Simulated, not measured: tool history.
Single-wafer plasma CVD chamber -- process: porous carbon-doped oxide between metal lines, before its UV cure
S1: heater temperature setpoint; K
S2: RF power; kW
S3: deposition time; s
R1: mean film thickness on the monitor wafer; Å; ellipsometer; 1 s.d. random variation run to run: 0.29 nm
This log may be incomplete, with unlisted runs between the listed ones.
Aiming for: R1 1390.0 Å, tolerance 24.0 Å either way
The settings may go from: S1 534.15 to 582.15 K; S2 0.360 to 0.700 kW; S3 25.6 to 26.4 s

| run | hour | S1 | S2 | S3 | R1 |
|---|---|---|---|---|---|
| 1 | 0.0 | 558.15 | 0.530 | 25.6 | 1669.4 |
| 2 | 8.1 | 566.15 | 0.530 | 25.6 | 1576.8 |
| 3 | 17.0 | 569.15 | 0.525 | 25.6 | 1529.5 |
| 4 | 22.1 | 559.15 | 0.525 | 25.6 | 1640.3 |
| 5 | 29.6 | 563.15 | 0.520 | 25.6 | 1584.6 |
| 6 | 36.7 | 563.15 | 0.520 | 25.6 | 1586.7 |
| 7 | 37.9 | 563.15 | 0.520 | 25.6 | 1583.3 |
|  | 44.6 | RF generator calibrated |
| 8 | 44.6 | 566.15 | 0.520 | 25.6 | 1593.0 |
| 9 | 47.9 | 569.15 | 0.500 | 25.6 | 1515.2 |
| 10 | 52.6 | 571.15 | 0.495 | 25.6 | 1485.8 |
| 11 | 57.6 | 573.15 | 0.495 | 25.6 | 1463.4 |
| 12 | 58.4 | 574.15 | 0.495 | 25.6 | 1460.2 |
| 13 | 62.6 | 575.15 | 0.495 | 25.6 | 1447.9 |
| 14 | 63.8 | 576.15 | 0.495 | 25.6 | 1439.4 |
| 15 | 72.7 | 577.15 | 0.495 | 25.6 | 1431.8 |
| 16 | 75.1 | 578.15 | 0.495 | 25.6 | 1419.5 |
| 17 | 84.0 | 578.15 | 0.495 | 25.6 | 1424.5 |

Below are 4 possible settings for the next run. Only one of them brings all results inside the allowed miss of their targets. Which is it?
| A | 92.9 | 571.15 | 0.455 | 25.6 | ? |
| B | 92.9 | 575.15 | 0.490 | 26.4 | ? |
| C | 92.9 | 576.15 | 0.520 | 26.0 | ? |
| D | 92.9 | 570.15 | 0.475 | 26.4 | ? |

| move | R1 |
|---|---|
| A | 1398.2 |
| B | 1486.2 |
| C | 1520.1 |
| D | 1499.5 |
A: in spec on every target
B: moves away from the targets compared with the last run
C: moves away from the targets compared with the last run
D: moves away from the targets compared with the last run
The right move is A.
